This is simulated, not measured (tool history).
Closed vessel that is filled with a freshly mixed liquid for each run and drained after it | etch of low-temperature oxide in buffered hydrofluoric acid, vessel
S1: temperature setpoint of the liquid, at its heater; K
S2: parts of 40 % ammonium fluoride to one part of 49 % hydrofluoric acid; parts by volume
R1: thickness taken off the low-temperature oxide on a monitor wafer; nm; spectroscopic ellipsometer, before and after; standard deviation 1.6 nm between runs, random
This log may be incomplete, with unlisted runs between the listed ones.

{"run": 1, "hour": 0.0, "S1": 294.15, "S2": 23.5, "time in the liquid (s)": 105, "R1": 176.85}
{"run": 2, "hour": 3.1, "S1": 295.15, "S2": 23.5, "time in the liquid (s)": 105, "R1": 185.14}
{"run": 3, "hour": 4.2, "S1": 296.15, "S2": 23.5, "time in the liquid (s)": 105, "R1": 198.26}
{"run": 4, "hour": 10.3, "S1": 293.15, "S2": 23.5, "time in the liquid (s)": 105, "R1": 164.97}
{"run": 5, "hour": 14.5, "S1": 293.15, "S2": 21, "time in the liquid (s)": 105, "R1": 180.22}
{"run": 6, "hour": 15.7, "S1": 295.15, "S2": 21, "time in the liquid (s)": 105, "R1": 202.93}

Run 7, settings as shown, results not yet in. Your forecast:
{"run": 7, "hour": 23.4, "S1": 295.65, "S2": 21, "time in the liquid (s)": 105, "R1": "?"}

{"run 7": {"R1": 207.85}}
